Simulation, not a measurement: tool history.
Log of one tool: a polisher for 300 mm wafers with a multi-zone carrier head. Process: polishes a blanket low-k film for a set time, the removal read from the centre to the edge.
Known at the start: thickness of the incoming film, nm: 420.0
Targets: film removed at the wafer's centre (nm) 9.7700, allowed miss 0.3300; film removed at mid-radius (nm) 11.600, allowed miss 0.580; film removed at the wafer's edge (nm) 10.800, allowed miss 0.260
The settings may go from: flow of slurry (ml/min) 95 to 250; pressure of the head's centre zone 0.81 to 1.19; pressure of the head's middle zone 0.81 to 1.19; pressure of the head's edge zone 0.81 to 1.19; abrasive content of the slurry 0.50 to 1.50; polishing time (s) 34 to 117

| run | hour | flow of slurry (ml/min) | pressure of the head's centre zone | pressure of the head's middle zone | pressure of the head's edge zone | abrasive content of the slurry | polishing time (s) | film removed at the wafer's centre (nm) | film removed at mid-radius (nm) | film removed at the wafer's edge (nm) |
|---|---|---|---|---|---|---|---|---|---|---|
| 1 | 0.0 | 160 | 1.00 | 1.00 | 1.00 | 1.00 | 75 | 18.9960 | 19.525 | 18.390 |
| 2 | 6.4 | 155 | 0.97 | 0.99 | 0.98 | 0.90 | 72 | 16.6480 | 17.684 | 16.999 |
| 3 | 15.3 | 155 | 0.97 | 0.99 | 0.98 | 0.80 | 72 | 16.2500 | 16.636 | 16.107 |
| 4 | 20.2 | 150 | 0.95 | 1.00 | 0.96 | 0.75 | 69 | 14.7360 | 15.307 | 14.842 |
| 5 | 24.4 | 145 | 0.93 | 1.01 | 0.94 | 0.70 | 68 | 13.8210 | 15.203 | 14.052 |
| 6 | 31.6 | 140 | 0.91 | 1.00 | 0.93 | 0.65 | 67 | 12.9130 | 14.143 | 13.498 |
| 7 | 34.1 | 135 | 0.90 | 1.00 | 0.91 | 0.60 | 66 | 12.3060 | 13.519 | 12.663 |
| 8 | 35.6 | 130 | 0.88 | 1.00 | 0.90 | 0.60 | 65 | 11.7000 | 13.305 | 12.334 |
| 9 | 43.5 | 125 | 0.87 | 0.99 | 0.89 | 0.60 | 65 | 11.2150 | 12.890 | 12.246 |
| 10 | 50.4 | 125 | 0.86 | 0.99 | 0.88 | 0.60 | 65 | 10.9570 | 12.974 | 12.236 |
| 11 | 57.9 | 125 | 0.86 | 0.99 | 0.87 | 0.60 | 65 | 11.0170 | 12.934 | 12.202 |
| 12 | 65.2 | 125 | 0.86 | 0.99 | 0.86 | 0.60 | 65 | 11.1820 | 12.884 | 12.124 |
| 13 | 73.6 | 120 | 0.86 | 0.99 | 0.85 | 0.60 | 65 | 11.1570 | 13.182 | 12.112 |
| 14 | 78.9 | 120 | 0.86 | 0.99 | 0.85 | 0.60 | 64 | 11.0160 | 12.872 | 11.908 |
| 15 | 85.6 | 115 | 0.84 | 0.98 | 0.84 | 0.55 | 63 | 10.0530 | 11.997 | 11.085 |

5 next moves are on the table. One of them brings every result within its allowed miss. Which?
| A | 92.3 | 115 | 0.87 | 1.11 | 0.89 | 0.80 | 53 | ? | ? | ? |
| B | 92.3 | 95 | 0.90 | 0.98 | 0.87 | 0.50 | 61 | ? | ? | ? |
| C | 92.3 | 125 | 0.84 | 1.05 | 0.81 | 0.75 | 58 | ? | ? | ? |
| D | 92.3 | 95 | 0.84 | 1.00 | 0.83 | 0.60 | 64 | ? | ? | ? |
| E | 92.3 | 155 | 0.82 | 0.96 | 0.84 | 0.50 | 61 | ? | ? | ? |

| move | film removed at the wafer's centre (nm) | film removed at mid-radius (nm) | film removed at the wafer's edge (nm) |
|---|---|---|---|
| A | 10.2460 | 13.127 | 11.029 |
| B | 9.9304 | 11.127 | 10.417 |
| C | 10.7500 | 13.589 | 11.437 |
| D | 10.3570 | 12.658 | 11.401 |
| E | 9.9430 | 11.893 | 10.876 |
A: brings the result that was furthest off to its target, and leaves another outside
B: takes the result that was furthest off past its target
C: further off than the last run
D: further off than the last run
E: meets every target
Move E is the one to make.
